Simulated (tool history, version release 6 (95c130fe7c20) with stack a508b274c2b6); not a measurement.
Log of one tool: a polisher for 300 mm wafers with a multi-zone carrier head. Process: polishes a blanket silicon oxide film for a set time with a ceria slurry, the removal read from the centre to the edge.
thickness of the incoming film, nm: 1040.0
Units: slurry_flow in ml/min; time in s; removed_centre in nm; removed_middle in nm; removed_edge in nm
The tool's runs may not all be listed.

Run 1, hour 0.0: slurry_flow 135 ml/min, centre_zone 1.00, middle_zone 1.00, edge_zone 1.00, time 84 s. Result: removed_centre 332.75 nm, removed_middle 335.73 nm, removed_edge 331.90 nm.
Run 2, hour 1.5: slurry_flow 135 ml/min, centre_zone 1.00, middle_zone 1.00, edge_zone 1.00, time 99 s. Result: removed_centre 393.31 nm, removed_middle 389.75 nm, removed_edge 387.72 nm.
Run 3, hour 10.1: slurry_flow 160 ml/min, centre_zone 1.00, middle_zone 1.00, edge_zone 1.00, time 99 s. Result: removed_centre 414.51 nm, removed_middle 402.75 nm, removed_edge 398.86 nm.
Run 4, hour 16.9: slurry_flow 170 ml/min, centre_zone 0.97, middle_zone 1.04, edge_zone 1.01, time 99 s. Result: removed_centre 400.53 nm, removed_middle 429.60 nm, removed_edge 404.09 nm.
Run 5, hour 21.5: slurry_flow 170 ml/min, centre_zone 0.97, middle_zone 1.04, edge_zone 1.04, time 99 s. Result: removed_centre 405.61 nm, removed_middle 422.96 nm, removed_edge 405.85 nm.
Run 6, hour 29.3: slurry_flow 170 ml/min, centre_zone 0.89, middle_zone 1.04, edge_zone 1.04, time 99 s. Result: removed_centre 381.92 nm, removed_middle 426.42 nm, removed_edge 409.16 nm.
Run 7, hour 32.9: slurry_flow 180 ml/min, centre_zone 0.90, middle_zone 1.06, edge_zone 1.04, time 99 s. Result: removed_centre 381.66 nm, removed_middle 436.47 nm, removed_edge 408.67 nm.
Run 8, hour 41.0: slurry_flow 185 ml/min, centre_zone 0.91, middle_zone 1.07, edge_zone 1.04, time 100 s. Result: removed_centre 391.89 nm, removed_middle 451.78 nm, removed_edge 410.21 nm.
Run 9, hour 45.9: slurry_flow 190 ml/min, centre_zone 0.91, middle_zone 1.07, edge_zone 1.05, time 100 s. Result: removed_centre 391.28 nm, removed_middle 444.95 nm, removed_edge 424.23 nm.

Run 10 comes next. What will it give?
Run 10, hour 47.3: slurry_flow 190 ml/min, centre_zone 0.92, middle_zone 1.08, edge_zone 1.04, time 100 s. Result: removed_centre ?, removed_middle ?, removed_edge ?.

removed_centre: 399.03 nm
removed_middle: 445.97 nm
removed_edge: 420.81 nm

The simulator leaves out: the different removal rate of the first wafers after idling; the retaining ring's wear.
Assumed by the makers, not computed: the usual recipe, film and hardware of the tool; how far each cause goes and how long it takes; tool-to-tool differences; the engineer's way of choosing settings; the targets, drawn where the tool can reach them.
